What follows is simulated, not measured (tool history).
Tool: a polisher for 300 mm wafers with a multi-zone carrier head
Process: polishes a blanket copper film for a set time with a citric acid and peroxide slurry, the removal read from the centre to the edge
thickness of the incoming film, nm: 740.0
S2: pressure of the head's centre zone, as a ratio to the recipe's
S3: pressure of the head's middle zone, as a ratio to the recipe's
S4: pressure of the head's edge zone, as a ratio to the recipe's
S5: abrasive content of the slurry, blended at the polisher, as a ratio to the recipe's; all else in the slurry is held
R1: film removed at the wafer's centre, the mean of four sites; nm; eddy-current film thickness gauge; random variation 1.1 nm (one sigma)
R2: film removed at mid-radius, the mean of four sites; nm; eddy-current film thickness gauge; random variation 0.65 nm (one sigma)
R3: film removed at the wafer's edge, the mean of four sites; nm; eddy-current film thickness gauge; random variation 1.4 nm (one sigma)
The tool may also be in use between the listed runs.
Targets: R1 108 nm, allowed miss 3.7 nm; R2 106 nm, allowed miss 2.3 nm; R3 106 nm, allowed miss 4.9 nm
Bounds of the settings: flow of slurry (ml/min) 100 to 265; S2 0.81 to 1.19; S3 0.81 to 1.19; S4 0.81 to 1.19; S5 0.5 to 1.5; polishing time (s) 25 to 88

{"run": 1, "day": 0.0, "flow of slurry (ml/min)": 170, "S2": 1, "S3": 1, "S4": 1, "S5": 1, "polishing time (s)": 56, "R1": 176.73, "R2": 176.95, "R3": 173.32}
{"run": 2, "day": 0.296, "flow of slurry (ml/min)": 170, "S2": 1.08, "S3": 1, "S4": 1, "S5": 1, "polishing time (s)": 56, "R1": 190.1, "R2": 177.56, "R3": 174.24}
{"run": 3, "day": 0.538, "flow of slurry (ml/min)": 170, "S2": 1.08, "S3": 1, "S4": 1, "S5": 1.2, "polishing time (s)": 56, "R1": 202.89, "R2": 185.63, "R3": 181.15}
{"run": 4, "day": 0.65, "flow of slurry (ml/min)": 155, "S2": 1.08, "S3": 1, "S4": 1, "S5": 1.2, "polishing time (s)": 56, "R1": 198.02, "R2": 183.77, "R3": 178.48}
{"run": 5, "day": 0.75, "flow of slurry (ml/min)": 155, "S2": 1.08, "S3": 1, "S4": 1, "S5": 1.2, "polishing time (s)": 47, "R1": 161.26, "R2": 154.74, "R3": 149.32}
{"run": 6, "day": 1.05, "flow of slurry (ml/min)": 130, "S2": 1.08, "S3": 1, "S4": 1, "S5": 1.2, "polishing time (s)": 47, "R1": 158.06, "R2": 150.69, "R3": 147.9}
{"run": 7, "day": 1.329, "flow of slurry (ml/min)": 135, "S2": 1.05, "S3": 0.97, "S4": 0.95, "S5": 0.95, "polishing time (s)": 45, "R1": 140.27, "R2": 132.6, "R3": 129.26}
{"run": 8, "day": 1.55, "flow of slurry (ml/min)": 130, "S2": 1, "S3": 0.93, "S4": 0.91, "S5": 0.85, "polishing time (s)": 45, "R1": 127.23, "R2": 124.05, "R3": 125.22}
{"run": 9, "day": 1.729, "flow of slurry (ml/min)": 125, "S2": 0.99, "S3": 0.92, "S4": 0.88, "S5": 0.75, "polishing time (s)": 44, "R1": 122.97, "R2": 114.78, "R3": 115.21}
{"run": 10, "day": 2.062, "flow of slurry (ml/min)": 120, "S2": 0.96, "S3": 0.91, "S4": 0.86, "S5": 0.7, "polishing time (s)": 44, "R1": 114.92, "R2": 112.53, "R3": 112.85}

5 next moves are on the table. One of them brings every result within its allowed miss. Which?
{"run": "A", "day": 2.396, "flow of slurry (ml/min)": 115, "S2": 1.08, "S3": 1.03, "S4": 0.81, "S5": 0.65, "polishing time (s)": 41, "R1": "?", "R2": "?", "R3": "?"}
{"run": "B", "day": 2.396, "flow of slurry (ml/min)": 130, "S2": 1, "S3": 0.92, "S4": 0.81, "S5": 0.65, "polishing time (s)": 43, "R1": "?", "R2": "?", "R3": "?"}
{"run": "C", "day": 2.396, "flow of slurry (ml/min)": 140, "S2": 0.93, "S3": 0.98, "S4": 0.83, "S5": 0.7, "polishing time (s)": 40, "R1": "?", "R2": "?", "R3": "?"}
{"run": "D", "day": 2.396, "flow of slurry (ml/min)": 165, "S2": 0.93, "S3": 0.88, "S4": 0.84, "S5": 0.7, "polishing time (s)": 41, "R1": "?", "R2": "?", "R3": "?"}
{"run": "E", "day": 2.396, "flow of slurry (ml/min)": 120, "S2": 1.04, "S3": 0.85, "S4": 0.88, "S5": 0.8, "polishing time (s)": 40, "R1": "?", "R2": "?", "R3": "?"}

move=A R1=115.85 R2=113.76 R3=97.289
move=B R1=115.06 R2=110.85 R3=103.71
move=C R1=102.87 R2=112.22 R3=100.19
move=D R1=108.36 R2=107.79 R3=105.24
move=E R1=115.67 R2=100.54 R3=104.74
A: further off than the last run
B: nearer than the last run, and not there yet
C: as far off as the last run
D: meets every target
E: takes the result that was furthest off past its target
Answer: D
